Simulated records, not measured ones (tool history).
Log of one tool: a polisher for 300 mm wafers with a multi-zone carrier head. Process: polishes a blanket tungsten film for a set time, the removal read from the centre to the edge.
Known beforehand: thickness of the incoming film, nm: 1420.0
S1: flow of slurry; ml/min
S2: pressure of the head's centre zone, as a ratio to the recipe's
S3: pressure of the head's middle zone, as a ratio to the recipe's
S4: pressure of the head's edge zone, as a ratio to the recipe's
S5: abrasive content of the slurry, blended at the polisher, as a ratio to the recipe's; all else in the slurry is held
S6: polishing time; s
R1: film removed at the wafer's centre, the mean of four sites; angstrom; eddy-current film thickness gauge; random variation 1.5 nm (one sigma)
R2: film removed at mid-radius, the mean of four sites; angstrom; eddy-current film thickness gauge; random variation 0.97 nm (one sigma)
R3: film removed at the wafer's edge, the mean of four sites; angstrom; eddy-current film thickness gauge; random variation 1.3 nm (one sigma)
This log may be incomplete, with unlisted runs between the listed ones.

Run 1, hour 0: S1 275 ml/min, S2 1, S3 1, S4 1, S5 1, S6 35 s. Result: R1 1797.4 angstrom, R2 1876.8 angstrom, R3 1851.4 angstrom.
Run 2, hour 2.2: S1 310 ml/min, S2 1, S3 1, S4 1, S5 1, S6 35 s. Result: R1 1858.3 angstrom, R2 1881.7 angstrom, R3 1855.5 angstrom.
Run 3, hour 5.8: S1 310 ml/min, S2 1, S3 1, S4 1, S5 0.85, S6 35 s. Result: R1 1793.7 angstrom, R2 1813.8 angstrom, R3 1812 angstrom.
Run 4, hour 13.6: S1 310 ml/min, S2 1, S3 1, S4 1, S5 0.85, S6 28 s. Result: R1 1465.1 angstrom, R2 1467.9 angstrom, R3 1450.9 angstrom.
Run 5, hour 15.4: S1 310 ml/min, S2 1, S3 1, S4 1, S5 0.85, S6 36 s. Result: R1 1846.9 angstrom, R2 1886 angstrom, R3 1864.5 angstrom.
Run 6, hour 17.6: S1 310 ml/min, S2 0.98, S3 1, S4 0.98, S5 0.8, S6 35 s. Result: R1 1755.8 angstrom, R2 1785.3 angstrom, R3 1760.5 angstrom.
Run 7, hour 25.9: S1 300 ml/min, S2 0.96, S3 1, S4 0.96, S5 0.75, S6 35 s. Result: R1 1674.3 angstrom, R2 1787.3 angstrom, R3 1727.8 angstrom.

Expected results for the next run?
Run 8, hour 30.6: S1 295 ml/min, S2 0.95, S3 1, S4 0.94, S5 0.7, S6 35 s. Result: R1 ?, R2 ?, R3 ?.

Run 8 produced R1 1618.5 angstrom, R2 1757.6 angstrom, R3 1670.9 angstrom.
